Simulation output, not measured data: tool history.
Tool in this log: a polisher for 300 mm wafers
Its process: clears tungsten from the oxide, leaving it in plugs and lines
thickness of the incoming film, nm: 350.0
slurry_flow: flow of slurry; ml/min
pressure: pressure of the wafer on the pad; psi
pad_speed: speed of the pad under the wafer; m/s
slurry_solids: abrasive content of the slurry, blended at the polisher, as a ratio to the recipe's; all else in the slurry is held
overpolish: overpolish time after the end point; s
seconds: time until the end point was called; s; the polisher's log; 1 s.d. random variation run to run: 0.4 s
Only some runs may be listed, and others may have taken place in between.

{"run": 1, "hour": 0.0, "slurry_flow": 315, "pressure": 4.8, "pad_speed": 0.98, "slurry_solids": 1, "overpolish": 29, "seconds": 74.668}
{"run": 2, "hour": 2.6, "slurry_flow": 315, "pressure": 4.8, "pad_speed": 0.98, "slurry_solids": 0.8, "overpolish": 29, "seconds": 78.615}
{"run": 3, "hour": 4.5, "slurry_flow": 315, "pressure": 5.3, "pad_speed": 0.98, "slurry_solids": 0.8, "overpolish": 29, "seconds": 70.426}
{"run": 4, "hour": 6.8, "slurry_flow": 315, "pressure": 5.3, "pad_speed": 0.98, "slurry_solids": 0.8, "overpolish": 29, "seconds": 70.501}
{"run": 5, "hour": 12.7, "slurry_flow": 315, "pressure": 5.7, "pad_speed": 0.98, "slurry_solids": 0.8, "overpolish": 29, "seconds": 67.06}
{"run": 6, "hour": 14.1, "slurry_flow": 315, "pressure": 6, "pad_speed": 1, "slurry_solids": 0.8, "overpolish": 29, "seconds": 61.399}
{"run": 7, "hour": 18.1, "slurry_flow": 315, "pressure": 6.3, "pad_speed": 1.02, "slurry_solids": 0.8, "overpolish": 29, "seconds": 57.962}
{"run": 8, "hour": 21.1, "slurry_flow": 315, "pressure": 6.5, "pad_speed": 1.04, "slurry_solids": 0.8, "overpolish": 29, "seconds": 55.156}
{"run": 9, "hour": 25.2, "slurry_flow": 315, "pressure": 6.5, "pad_speed": 1.04, "slurry_solids": 0.8, "overpolish": 29, "seconds": 56.178}
{"run": 10, "hour": 29.7, "slurry_flow": 315, "pressure": 6.7, "pad_speed": 1.06, "slurry_solids": 0.8, "overpolish": 29, "seconds": 52.252}
{"hour": 31.9, "done": "slurry nozzle cleaned"}
{"run": 11, "hour": 31.9, "slurry_flow": 315, "pressure": 6.8, "pad_speed": 1.08, "slurry_solids": 0.8, "overpolish": 29, "seconds": 49.663}

Run 12 comes next. What will it give?
{"run": 12, "hour": 38.2, "slurry_flow": 315, "pressure": 6.9, "pad_speed": 1.08, "slurry_solids": 0.8, "overpolish": 29, "seconds": "?"}

{"run 12": {"seconds": 49.281}}
